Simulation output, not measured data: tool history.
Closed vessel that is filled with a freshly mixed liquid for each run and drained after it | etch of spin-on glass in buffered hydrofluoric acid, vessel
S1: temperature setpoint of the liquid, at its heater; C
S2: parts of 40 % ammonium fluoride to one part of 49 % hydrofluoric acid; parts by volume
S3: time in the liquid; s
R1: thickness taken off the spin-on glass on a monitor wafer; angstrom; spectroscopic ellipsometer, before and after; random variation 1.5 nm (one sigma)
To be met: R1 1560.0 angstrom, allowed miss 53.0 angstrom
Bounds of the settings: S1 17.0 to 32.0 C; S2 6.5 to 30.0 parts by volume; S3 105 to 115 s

run 1 day=0.000 | S1=25.0 S2=18.5 S3=105 | R1=2907.8
run 2 day=0.221 | S1=25.0 S2=18.5 S3=115 | R1=3237.9
run 3 day=0.371 | S1=22.5 S2=20.5 S3=115 | R1=2586.8
run 4 day=0.712 | S1=21.0 S2=22.0 S3=115 | R1=2305.6
run 5 day=0.900 | S1=17.5 S2=22.0 S3=115 | R1=1870.7
run 6 day=0.954 | S1=17.5 S2=23.0 S3=115 | R1=1805.7
run 7 day=1.004 | S1=17.5 S2=24.0 S3=115 | R1=1753.9
run 8 day=1.138 | S1=17.5 S2=25.0 S3=115 | R1=1720.4
run 9 day=1.333 | S1=17.5 S2=25.5 S3=115 | R1=1668.2

4 next moves are on the table. One of them brings every result within its allowed miss. Which?
run A day=1.529 | S1=17.0 S2=27.0 S3=115 | R1=?
run B day=1.529 | S1=19.0 S2=26.0 S3=115 | R1=?
run C day=1.529 | S1=18.0 S2=23.5 S3=115 | R1=?
run D day=1.529 | S1=18.5 S2=21.5 S3=105 | R1=?

move=A R1=1595.4
move=B R1=1835.4
move=C R1=1859.7
move=D R1=1857.7
A: meets every target
B: further off than the last run
C: further off than the last run
D: further off than the last run
Answer: A

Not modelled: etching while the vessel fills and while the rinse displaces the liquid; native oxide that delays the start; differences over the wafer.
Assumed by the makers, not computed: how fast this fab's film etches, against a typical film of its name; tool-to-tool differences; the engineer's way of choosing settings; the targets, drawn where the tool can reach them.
